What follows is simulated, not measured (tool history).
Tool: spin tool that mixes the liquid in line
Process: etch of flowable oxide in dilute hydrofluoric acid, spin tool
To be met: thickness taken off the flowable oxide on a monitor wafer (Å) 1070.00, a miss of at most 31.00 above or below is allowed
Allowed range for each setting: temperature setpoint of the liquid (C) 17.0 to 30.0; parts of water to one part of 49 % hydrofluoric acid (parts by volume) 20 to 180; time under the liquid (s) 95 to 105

run    day  temperature setpoint of the liquid (C)  parts of water to one part of 49 % hydrofluoric acid (parts by volume)  time under the liquid (s)  thickness taken off the flowable oxide on a monitor wafer (Å)
  1  0.000                                    22.0                                                                     100                         95                                                         311.93
  2  0.258                                    20.0                                                                     100                         95                                                         289.48
  3  0.300                                    20.0                                                                     100                        105                                                         314.95
  4  0.450                                    21.5                                                                      90                        105                                                         378.58
  5  0.771                                    23.0                                                                      80                        105                                                         455.01
  6  1.125                                    24.0                                                                      70                        105                                                         554.94
  7  1.496                                    25.0                                                                      65                        105                                                         624.81
  8  1.742                                    29.0                                                                      35                        105                                                        1405.20
  9  1.946                                    28.5                                                                      35                        105                                                        1386.20
 10  2.271                                    28.0                                                                      35                        105                                                        1356.90
 11  2.383                                    27.5                                                                      35                        105                                                        1341.20
 12  2.508                                    27.0                                                                      35                        105                                                        1307.00
 13  2.767                                    26.5                                                                      35                        105                                                        1276.30
 14  3.029                                    26.0                                                                      35                        105                                                        1256.70
 15  3.342                                    25.5                                                                      35                        105                                                        1231.60
 16  3.554                                    25.0                                                                      35                        105                                                        1227.30
 17  3.733                                    24.5                                                                      35                        105                                                        1188.30
 18  4.071                                    24.0                                                                      35                        105                                                        1153.20
 19  4.254                                    23.5                                                                      35                        105                                                        1131.20

4 next moves are on the table. One of them brings every result within its allowed miss. Which?
  A  4.438                                    25.5                                                                      35                        100                                                              ?
  B  4.438                                    21.5                                                                      35                        100                                                              ?
  C  4.438                                    21.0                                                                      30                        100                                                              ?
  D  4.438                                    23.0                                                                      35                        100                                                              ?

move  thickness taken off the flowable oxide on a monitor wafer (Å)
   A                                                        1180.90
   B                                                         998.99
   C                                                        1148.10
   D                                                        1064.30
A: misses by more than the last run did
B: moves the result that the last run missed by most past its target, out the other side
C: misses by more than the last run did
D: every result lands within tolerance
The move that meets every target is D.

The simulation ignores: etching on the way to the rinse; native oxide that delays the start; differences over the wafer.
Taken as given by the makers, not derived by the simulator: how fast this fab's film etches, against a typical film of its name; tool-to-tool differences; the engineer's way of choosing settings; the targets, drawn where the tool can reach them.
